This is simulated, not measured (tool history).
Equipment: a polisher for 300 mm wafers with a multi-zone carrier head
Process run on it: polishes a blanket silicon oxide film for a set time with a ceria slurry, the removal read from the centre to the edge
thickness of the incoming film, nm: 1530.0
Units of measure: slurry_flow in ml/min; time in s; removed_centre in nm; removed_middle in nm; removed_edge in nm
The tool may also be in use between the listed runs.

run  hour  slurry_flow  centre_zone  middle_zone  edge_zone  time  removed_centre  removed_middle  removed_edge
  1   0.0          150         1.00         1.00       1.00    36          281.18          283.77        295.81
  2   6.2          145         0.99         1.00       1.00    36          277.90          279.58        294.04
  3  12.4          140         0.98         1.00       1.00    36          275.40          281.87        294.74
  4  15.3          140         0.97         1.00       0.99    36          274.64          275.39        293.25
  5  23.4          140         0.97         1.00       0.99    27          208.04          214.86        220.07
  6  23.9          140         0.97         0.96       0.99    27          205.50          204.87        220.73
  7  24.9          145         0.97         0.97       1.01    27          208.75          210.79        224.19
  8  30.6          150         0.97         0.97       1.03    27          207.54          206.40        222.15

What does the tool deliver on the next run?
  9  39.3          145         0.97         0.98       1.03    28               ?               ?             ?

Logged for run 9: removed_centre 213.50 nm, removed_middle 217.90 nm, removed_edge 236.52 nm.
